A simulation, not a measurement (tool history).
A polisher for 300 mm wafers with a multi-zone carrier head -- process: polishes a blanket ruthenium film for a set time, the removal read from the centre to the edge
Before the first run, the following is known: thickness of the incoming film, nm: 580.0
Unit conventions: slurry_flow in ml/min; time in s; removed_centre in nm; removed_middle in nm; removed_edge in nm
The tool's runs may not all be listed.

run,hour,slurry_flow,centre_zone,middle_zone,edge_zone,time,removed_centre,removed_middle,removed_edge
1,0,135,1,1,1,61,74.61,75.226,74.44
2,3.6,135,1,0.95,1,61,73.224,72.817,73.373
3,6.1,135,1,1.03,1,61,74.553,78.503,75.317
4,7.6,135,1,1.03,0.96,61,73.757,76.559,73.299
5,16.4,115,1,1.03,0.96,61,71.659,77.256,72.066
6,24.8,120,1,1.01,0.97,61,73.248,74.805,73.604
7,26.6,120,1.01,1,0.98,61,73.813,73.169,71.916
8,33.1,120,1.01,0.99,1,61,73.367,75.715,73.181

Run 9, settings as shown, results not yet in. Your forecast:
# hour 38: worn pad replaced by a new one
9,38,115,1.05,0.89,1,62,?,?,?

Run 9 gave removed_centre 84.744 nm, removed_middle 77.8 nm, removed_edge 82.03 nm.
